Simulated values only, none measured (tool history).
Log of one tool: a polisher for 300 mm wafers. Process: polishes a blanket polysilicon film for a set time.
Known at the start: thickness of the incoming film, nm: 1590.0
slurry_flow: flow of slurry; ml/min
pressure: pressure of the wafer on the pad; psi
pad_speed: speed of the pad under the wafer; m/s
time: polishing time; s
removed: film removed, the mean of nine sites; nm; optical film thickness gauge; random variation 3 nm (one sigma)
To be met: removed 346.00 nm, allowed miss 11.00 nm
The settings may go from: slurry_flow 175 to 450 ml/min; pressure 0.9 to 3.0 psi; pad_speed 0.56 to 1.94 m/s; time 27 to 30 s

{"run": 1, "hour": 0.0, "slurry_flow": 290, "pressure": 1.9, "pad_speed": 1.24, "time": 30, "removed": 247.2}
{"run": 2, "hour": 6.8, "slurry_flow": 290, "pressure": 2.0, "pad_speed": 1.24, "time": 30, "removed": 253.3}
{"run": 3, "hour": 7.9, "slurry_flow": 315, "pressure": 2.0, "pad_speed": 1.24, "time": 30, "removed": 259.43}
{"run": 4, "hour": 10.9, "slurry_flow": 315, "pressure": 2.0, "pad_speed": 1.24, "time": 27, "removed": 234.24}
{"run": 5, "hour": 14.5, "slurry_flow": 315, "pressure": 2.2, "pad_speed": 1.24, "time": 27, "removed": 249.92}
{"run": 6, "hour": 17.6, "slurry_flow": 350, "pressure": 2.2, "pad_speed": 1.24, "time": 27, "removed": 250.66}
{"run": 7, "hour": 21.2, "slurry_flow": 350, "pressure": 2.4, "pad_speed": 1.26, "time": 27, "removed": 269.03}
{"hour": 27.8, "done": "head pressure recalibrated"}
{"run": 8, "hour": 27.8, "slurry_flow": 350, "pressure": 2.5, "pad_speed": 1.28, "time": 27, "removed": 271.97}
{"run": 9, "hour": 29.5, "slurry_flow": 350, "pressure": 2.6, "pad_speed": 1.32, "time": 27, "removed": 284.37}
{"run": 10, "hour": 35.5, "slurry_flow": 350, "pressure": 2.7, "pad_speed": 1.36, "time": 27, "removed": 310.55}
{"run": 11, "hour": 36.7, "slurry_flow": 350, "pressure": 2.8, "pad_speed": 1.36, "time": 27, "removed": 314.88}
{"run": 12, "hour": 38.4, "slurry_flow": 350, "pressure": 2.8, "pad_speed": 1.38, "time": 27, "removed": 314.25}

Which of these 4 next moves meets every target?
{"run": "A", "hour": 40.1, "slurry_flow": 345, "pressure": 2.7, "pad_speed": 1.26, "time": 27, "removed": "?"}
{"run": "B", "hour": 40.1, "slurry_flow": 340, "pressure": 2.3, "pad_speed": 1.36, "time": 30, "removed": "?"}
{"run": "C", "hour": 40.1, "slurry_flow": 370, "pressure": 2.6, "pad_speed": 1.08, "time": 30, "removed": "?"}
{"run": "D", "hour": 40.1, "slurry_flow": 450, "pressure": 2.7, "pad_speed": 1.48, "time": 28, "removed": "?"}

move=A removed=286.02
move=B removed=303.63
move=C removed=267.30
move=D removed=352.62
A: further off than the last run
B: further off than the last run
C: further off than the last run
D: meets every target
Move D is the one to make.
